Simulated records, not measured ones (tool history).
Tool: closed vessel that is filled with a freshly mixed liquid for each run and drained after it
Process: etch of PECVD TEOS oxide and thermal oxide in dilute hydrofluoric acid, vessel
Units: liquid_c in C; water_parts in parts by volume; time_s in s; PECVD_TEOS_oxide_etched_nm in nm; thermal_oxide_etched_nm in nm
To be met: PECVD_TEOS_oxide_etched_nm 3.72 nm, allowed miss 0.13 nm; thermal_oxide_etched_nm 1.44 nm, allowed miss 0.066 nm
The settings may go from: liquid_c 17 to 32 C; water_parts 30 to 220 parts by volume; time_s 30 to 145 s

run 1 hour=0 | liquid_c=24 water_parts=125 time_s=75 | PECVD_TEOS_oxide_etched_nm=7.1016 thermal_oxide_etched_nm=2.7459
run 2 hour=1.3 | liquid_c=24 water_parts=100 time_s=75 | PECVD_TEOS_oxide_etched_nm=9.0571 thermal_oxide_etched_nm=3.5805
run 3 hour=10.6 | liquid_c=24 water_parts=140 time_s=75 | PECVD_TEOS_oxide_etched_nm=6.1777 thermal_oxide_etched_nm=2.4177
run 4 hour=13.6 | liquid_c=24 water_parts=140 time_s=100 | PECVD_TEOS_oxide_etched_nm=8.2029 thermal_oxide_etched_nm=3.1945
run 5 hour=20.7 | liquid_c=23 water_parts=150 time_s=100 | PECVD_TEOS_oxide_etched_nm=7.2578 thermal_oxide_etched_nm=2.7899
-- hour=24.4 hydrofluoric acid flow meter replaced
run 6 hour=24.4 | liquid_c=25.5 water_parts=150 time_s=100 | PECVD_TEOS_oxide_etched_nm=8.5026 thermal_oxide_etched_nm=3.3933
run 7 hour=30.2 | liquid_c=24.5 water_parts=155 time_s=100 | PECVD_TEOS_oxide_etched_nm=8.0246 thermal_oxide_etched_nm=3.0889
run 8 hour=36.4 | liquid_c=23.5 water_parts=160 time_s=100 | PECVD_TEOS_oxide_etched_nm=7.3556 thermal_oxide_etched_nm=2.8596
run 9 hour=42.1 | liquid_c=22.5 water_parts=170 time_s=100 | PECVD_TEOS_oxide_etched_nm=6.6766 thermal_oxide_etched_nm=2.5692
run 10 hour=49.7 | liquid_c=22 water_parts=180 time_s=100 | PECVD_TEOS_oxide_etched_nm=6.0921 thermal_oxide_etched_nm=2.3362
run 11 hour=53.9 | liquid_c=21.5 water_parts=185 time_s=100 | PECVD_TEOS_oxide_etched_nm=5.7413 thermal_oxide_etched_nm=2.2552
run 12 hour=60.6 | liquid_c=20 water_parts=220 time_s=95 | PECVD_TEOS_oxide_etched_nm=4.1741 thermal_oxide_etched_nm=1.6524

4 next moves are on the table. One of them brings every result within its allowed miss. Which?
run A hour=67.3 | liquid_c=17 water_parts=160 time_s=60 | PECVD_TEOS_oxide_etched_nm=? thermal_oxide_etched_nm=?
run B hour=67.3 | liquid_c=17 water_parts=185 time_s=70 | PECVD_TEOS_oxide_etched_nm=? thermal_oxide_etched_nm=?
run C hour=67.3 | liquid_c=32 water_parts=220 time_s=50 | PECVD_TEOS_oxide_etched_nm=? thermal_oxide_etched_nm=?
run D hour=67.3 | liquid_c=17 water_parts=220 time_s=95 | PECVD_TEOS_oxide_etched_nm=? thermal_oxide_etched_nm=?

move=A PECVD_TEOS_oxide_etched_nm=3.4374 thermal_oxide_etched_nm=1.331
move=B PECVD_TEOS_oxide_etched_nm=3.3874 thermal_oxide_etched_nm=1.3116
move=C PECVD_TEOS_oxide_etched_nm=3.3972 thermal_oxide_etched_nm=1.3154
move=D PECVD_TEOS_oxide_etched_nm=3.7442 thermal_oxide_etched_nm=1.4498
A: takes the result that was furthest off past its target
B: takes the result that was furthest off past its target
C: takes the result that was furthest off past its target
D: meets every target
Move D is the one to make.
